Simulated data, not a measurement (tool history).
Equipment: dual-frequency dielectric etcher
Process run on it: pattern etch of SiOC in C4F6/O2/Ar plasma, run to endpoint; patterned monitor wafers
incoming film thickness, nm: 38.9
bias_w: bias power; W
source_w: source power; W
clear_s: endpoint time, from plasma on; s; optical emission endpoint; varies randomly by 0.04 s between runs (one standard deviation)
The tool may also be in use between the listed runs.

run 1 hour=0.0 | bias_w=336 source_w=380 | clear_s=14.926
run 2 hour=6.7 | bias_w=351 source_w=390 | clear_s=14.659
run 3 hour=14.2 | bias_w=305 source_w=390 | clear_s=15.127
run 4 hour=19.3 | bias_w=305 source_w=340 | clear_s=15.968
run 5 hour=25.8 | bias_w=325 source_w=360 | clear_s=15.295
run 6 hour=33.1 | bias_w=343 source_w=370 | clear_s=15.032
run 7 hour=36.9 | bias_w=357 source_w=380 | clear_s=14.634

Run 8 is up next; what results do you expect?
run 8 hour=45.1 | bias_w=370 source_w=390 | clear_s=?

clear_s: 14.404 s
